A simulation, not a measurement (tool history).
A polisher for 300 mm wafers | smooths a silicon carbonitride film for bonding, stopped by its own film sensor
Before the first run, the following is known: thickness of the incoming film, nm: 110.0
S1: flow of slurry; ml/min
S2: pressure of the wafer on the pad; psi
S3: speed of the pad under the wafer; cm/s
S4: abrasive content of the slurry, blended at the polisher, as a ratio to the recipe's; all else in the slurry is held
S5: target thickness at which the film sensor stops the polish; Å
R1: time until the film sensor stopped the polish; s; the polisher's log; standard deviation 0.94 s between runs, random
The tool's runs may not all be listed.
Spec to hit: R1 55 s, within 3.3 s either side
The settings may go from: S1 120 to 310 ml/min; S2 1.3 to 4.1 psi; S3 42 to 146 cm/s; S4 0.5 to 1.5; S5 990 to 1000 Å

run	hour	S1	S2	S3	S4	S5	R1
1	0	200	2.7	94	1	990	31.624
2	1.9	200	2.5	92	1	990	34.105
3	9.5	200	2.3	90	1	990	37.58
4	15.1	200	2.1	88	1	990	39.495
5	18.3	200	2	86	1	990	40.547
6	25.4	200	1.9	82	1	990	44.054
7	30.8	200	1.8	80	1	990	47.427
8	34	200	1.7	80	1	990	47.181
9	37.5	200	1.6	78	1	990	50.374

Which one of the following 4 next-run settings gets every result inside its allowed miss? There is exactly one.
A	41	235	1.3	100	0.75	990	?
B	41	195	1.5	98	0.95	1000	?
C	41	170	1.5	74	1.15	1000	?
D	41	170	1.7	80	0.85	1000	?

move	R1
A	55.24
B	42.407
C	48.446
D	48.945
A: in spec on every target
B: moves away from the targets compared with the last run
C: moves away from the targets compared with the last run
D: moves away from the targets compared with the last run
The move that meets every target is A.
